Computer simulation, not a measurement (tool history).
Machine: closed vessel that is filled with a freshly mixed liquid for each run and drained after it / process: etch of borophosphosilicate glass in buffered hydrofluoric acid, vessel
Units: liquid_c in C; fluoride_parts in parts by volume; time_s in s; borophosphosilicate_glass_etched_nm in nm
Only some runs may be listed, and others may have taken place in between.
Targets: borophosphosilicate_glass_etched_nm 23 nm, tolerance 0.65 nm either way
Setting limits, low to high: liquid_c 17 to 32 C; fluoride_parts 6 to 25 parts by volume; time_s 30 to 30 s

run,hour,liquid_c,fluoride_parts,time_s,borophosphosilicate_glass_etched_nm
1,0,24,15.5,30,35.852
2,6,22.5,16,30,32.409
3,14.9,21.5,16.5,30,29.849
4,22.3,21.5,14,30,34.693
5,28.9,21.5,14,30,35.185
6,34.5,20,14,30,31.68
7,38.5,19.5,14.5,30,30.337
8,44.3,19,15,30,28.283
9,46.3,18.5,15.5,30,26.865
10,51.2,18,16,30,25.189

Next run, 4 choices. One meets every target within its allowed miss, the rest don't. Which?
A,56.1,17,14.5,30,?
B,56.1,18.5,15,30,?
C,56.1,20,16.5,30,?
D,56.1,18.5,18,30,?

move,borophosphosilicate_glass_etched_nm
A,26.41
B,27.785
C,27.487
D,23.194
A: moves away from the targets compared with the last run
B: moves away from the targets compared with the last run
C: moves away from the targets compared with the last run
D: in spec on every target
Answer: D
